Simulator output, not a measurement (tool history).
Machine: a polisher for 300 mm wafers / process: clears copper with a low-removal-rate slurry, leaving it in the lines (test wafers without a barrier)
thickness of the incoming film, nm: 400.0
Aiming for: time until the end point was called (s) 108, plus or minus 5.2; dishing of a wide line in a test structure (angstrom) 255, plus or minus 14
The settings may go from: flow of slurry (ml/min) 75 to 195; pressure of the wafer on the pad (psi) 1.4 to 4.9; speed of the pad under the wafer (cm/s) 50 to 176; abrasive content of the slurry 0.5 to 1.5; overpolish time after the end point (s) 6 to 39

run    day  flow of slurry (ml/min)  pressure of the wafer on the pad (psi)  speed of the pad under the wafer (cm/s)  abrasive content of the slurry  overpolish time after the end point (s)  time until the end point was called (s)  dishing of a wide line in a test structure (angstrom)
  1      0                      125                                     3.1                                      112                               1                                       20                                   120.38                                                 386.28
  2  0.175                      130                                     3.1                                      112                               1                                       17                                   119.32                                                 333.47
  3  0.279                      130                                     3.6                                      112                               1                                       17                                   106.63                                                 392.35
  4  0.417                      120                                     3.6                                      112                               1                                       17                                   108.77                                                 379.36
  5  0.608                      125                                     3.5                                      114                               1                                       15                                   106.35                                                 343.49
  6  0.771                      125                                     3.4                                      116                               1                                       14                                   107.19                                                  325.6
  7  0.908                      130                                     3.3                                      116                               1                                        7                                   113.24                                                 164.79
  8  1.192                      125                                     3.4                                      114                               1                                        8                                   111.33                                                 193.32
  9  1.475                      120                                     3.5                                      114                               1                                        9                                   107.43                                                 218.59
 10  1.533                      120                                     3.5                                      114                               1                                       10                                   108.04                                                 229.32
 11  1.854                      120                                     3.5                                      114                               1                                       13                                   107.06                                                  298.2
 12  2.204                      125                                     3.5                                      114                               1                                       13                                   106.75                                                 300.73
 13  2.346                      125                                     3.4                                      116                               1                                       12                                   107.35                                                  274.6

Below are 4 possible settings for the next run. Only one of them brings all results inside the allowed miss of their targets. Which is it?
  A  2.488                      125                                       3                                      130                             1.1                                       10                                        ?                                                      ?
  B  2.488                      100                                     3.3                                      126                             1.1                                       11                                        ?                                                      ?
  C  2.488                      145                                     3.7                                      112                            1.05                                       10                                        ?                                                      ?
  D  2.488                      145                                     3.2                                      126                             0.8                                        9                                        ?                                                      ?

move  time until the end point was called (s)  dishing of a wide line in a test structure (angstrom)
   A                                   106.63                                                 236.33
   B                                   105.82                                                 259.88
   C                                   97.197                                                 258.46
   D                                   105.35                                                 217.71
A: carries the result that was furthest off beyond its target, to the other side
B: in spec on every target
C: the worst result of the last run now meets its target, but another is out of spec
D: carries the result that was furthest off beyond its target, to the other side
So the answer is move B, the one that meets all the targets.
